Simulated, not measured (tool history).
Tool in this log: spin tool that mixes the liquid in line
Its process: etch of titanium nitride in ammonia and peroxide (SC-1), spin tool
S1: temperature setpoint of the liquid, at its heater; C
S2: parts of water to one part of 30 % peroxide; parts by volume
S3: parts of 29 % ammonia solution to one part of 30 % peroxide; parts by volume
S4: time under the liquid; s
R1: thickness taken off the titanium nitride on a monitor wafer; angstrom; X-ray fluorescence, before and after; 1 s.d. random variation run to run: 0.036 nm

run  hour    S1    S2   S3   S4       R1
  1   0.0  53.0  19.0  0.7  185   97.830
  2   3.9  53.0  16.0  0.7  185  108.030
  3   9.9  51.5  16.0  0.7  185   96.210
  4  17.8  51.5  21.5  0.7  185   83.497
  5  18.4  55.0  21.5  0.7  185  106.130
  6  22.4  53.5  21.5  0.7  185   95.049
  7  24.2  52.0  21.5  0.7  185   85.281

Run 8 has not been measured yet. What should we expect?
  8  32.2  46.5  21.5  0.7  185   ?

R1: 58.443 angstrom
